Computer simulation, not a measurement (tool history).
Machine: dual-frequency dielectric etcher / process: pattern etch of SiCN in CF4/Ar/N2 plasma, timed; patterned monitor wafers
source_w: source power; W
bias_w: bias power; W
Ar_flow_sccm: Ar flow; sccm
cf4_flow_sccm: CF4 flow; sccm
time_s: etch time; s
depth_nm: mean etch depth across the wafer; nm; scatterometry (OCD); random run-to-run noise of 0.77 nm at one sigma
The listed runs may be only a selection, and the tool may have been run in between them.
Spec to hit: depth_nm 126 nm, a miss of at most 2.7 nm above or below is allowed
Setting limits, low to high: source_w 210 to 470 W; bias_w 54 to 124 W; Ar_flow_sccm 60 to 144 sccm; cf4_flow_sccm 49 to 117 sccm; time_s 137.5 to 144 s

run  hour  source_w  bias_w  Ar_flow_sccm  cf4_flow_sccm  time_s  depth_nm
  1     0       340      89           102             83   137.5    102.13
  2   6.1       290      89           102             83   137.5    86.299
  3  11.8       290      89           102             96   137.5    87.685
  4  18.8       290      89           119             96   137.5    85.228
  5  25.6       290      75           119             96   137.5    80.867
  6  27.6       290      75           108             96   137.5    81.913
  7    35       310      75           108             96   137.5    87.553
  8  36.4       370      78           107             96   137.5    106.68
  9  41.1       370      78           107             96   137.5    106.86

Exactly one of the 4 candidate moves below puts every result within its allowed miss. Which one?
  A  45.8       340      74           110             91   141.5         ?
  B  45.8       460      64           127            109   140.5         ?
  C  45.8       290      77           106            106   137.5         ?
  D  45.8       370      71           126             85   138.5         ?

move  depth_nm
   A    98.984
   B     127.5
   C    84.431
   D    101.48
A: moves away from the targets compared with the last run
B: every result within its allowed miss
C: moves away from the targets compared with the last run
D: moves away from the targets compared with the last run
The move that meets every target is B.
